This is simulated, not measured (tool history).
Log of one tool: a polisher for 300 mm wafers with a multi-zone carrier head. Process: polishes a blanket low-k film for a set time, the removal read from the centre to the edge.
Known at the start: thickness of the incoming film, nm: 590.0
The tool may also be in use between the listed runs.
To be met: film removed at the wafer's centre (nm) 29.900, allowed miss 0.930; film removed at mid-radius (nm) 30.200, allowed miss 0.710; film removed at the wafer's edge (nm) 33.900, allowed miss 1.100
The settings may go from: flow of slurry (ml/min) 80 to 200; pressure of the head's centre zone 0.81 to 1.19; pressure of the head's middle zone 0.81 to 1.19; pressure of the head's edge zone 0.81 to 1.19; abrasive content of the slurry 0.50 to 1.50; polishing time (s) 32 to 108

run	day	flow of slurry (ml/min)	pressure of the head's centre zone	pressure of the head's middle zone	pressure of the head's edge zone	abrasive content of the slurry	polishing time (s)	film removed at the wafer's centre (nm)	film removed at mid-radius (nm)	film removed at the wafer's edge (nm)
1	0.000	130	1.00	1.00	1.00	1.00	70	41.241	41.763	41.210
2	0.233	160	1.00	1.00	1.00	1.00	70	42.482	42.257	42.336
3	0.375	160	1.00	1.00	0.95	1.00	70	42.833	43.034	41.565
4	0.583	150	0.96	0.95	0.95	0.90	70	39.890	39.141	39.975
5	0.717	150	0.96	0.95	0.88	0.90	70	38.379	39.368	38.679
6	0.771	165	0.96	0.95	0.88	0.90	70	40.202	39.816	38.908
7	0.896	150	0.93	0.92	0.88	0.85	70	37.238	37.426	38.002
8	0.992	135	0.91	0.89	0.87	0.80	70	35.244	35.134	36.061
9	1.079	125	0.88	0.87	0.88	0.80	70	33.493	34.262	36.217
10	1.308	115	0.87	0.85	0.88	0.80	70	32.628	33.151	36.155
11	1.446	110	0.87	0.84	0.87	0.80	70	32.552	32.411	35.352
12	1.496	105	0.86	0.83	0.87	0.80	70	32.030	31.807	36.181
13	1.546	100	0.86	0.83	0.86	0.80	70	31.712	31.975	35.828
14	1.662	100	0.86	0.83	0.85	0.80	70	31.433	32.009	34.827
15	2.004	95	0.86	0.82	0.85	0.80	70	31.480	31.267	34.471

Which of these 5 next moves meets every target?
A	2.346	95	0.85	0.90	0.89	0.90	64	?	?	?
B	2.346	100	0.88	0.84	0.83	0.70	73	?	?	?
C	2.346	90	0.84	0.89	0.82	0.85	70	?	?	?
D	2.346	90	0.96	0.84	0.81	0.70	69	?	?	?
E	2.346	80	0.86	0.83	0.86	0.75	70	?	?	?

move	film removed at the wafer's centre (nm)	film removed at mid-radius (nm)	film removed at the wafer's edge (nm)
A	29.652	32.345	33.975
B	32.456	32.270	34.891
C	31.141	34.108	35.151
D	32.885	30.007	32.328
E	29.933	30.318	33.915
A: brings the result that was furthest off to its target, and leaves another outside
B: further off than the last run
C: further off than the last run
D: further off than the last run
E: meets every target
The right move is E.
